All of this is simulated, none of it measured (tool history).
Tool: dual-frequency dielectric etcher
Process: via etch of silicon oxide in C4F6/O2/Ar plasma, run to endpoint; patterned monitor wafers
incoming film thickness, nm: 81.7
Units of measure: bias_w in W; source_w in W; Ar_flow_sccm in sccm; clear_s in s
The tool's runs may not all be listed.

{"run": 1, "hour": 0.0, "bias_w": 497, "source_w": 430, "Ar_flow_sccm": 327, "clear_s": 18.952}
{"run": 2, "hour": 1.6, "bias_w": 497, "source_w": 430, "Ar_flow_sccm": 381, "clear_s": 19.352}
{"run": 3, "hour": 5.7, "bias_w": 497, "source_w": 430, "Ar_flow_sccm": 425, "clear_s": 19.608}
{"run": 4, "hour": 11.9, "bias_w": 497, "source_w": 430, "Ar_flow_sccm": 447, "clear_s": 19.65}
{"run": 5, "hour": 13.5, "bias_w": 497, "source_w": 430, "Ar_flow_sccm": 458, "clear_s": 19.695}
{"run": 6, "hour": 20.9, "bias_w": 497, "source_w": 430, "Ar_flow_sccm": 458, "clear_s": 19.734}
{"run": 7, "hour": 29.7, "bias_w": 497, "source_w": 430, "Ar_flow_sccm": 458, "clear_s": 20.011}
{"run": 8, "hour": 38.3, "bias_w": 464, "source_w": 400, "Ar_flow_sccm": 458, "clear_s": 21.576}
{"run": 9, "hour": 44.2, "bias_w": 440, "source_w": 390, "Ar_flow_sccm": 458, "clear_s": 22.298}

The next listed run, before its measurement:
{"run": 10, "hour": 47.7, "bias_w": 419, "source_w": 380, "Ar_flow_sccm": 458, "clear_s": "?"}

Run 10 yielded clear_s 23.142 s.
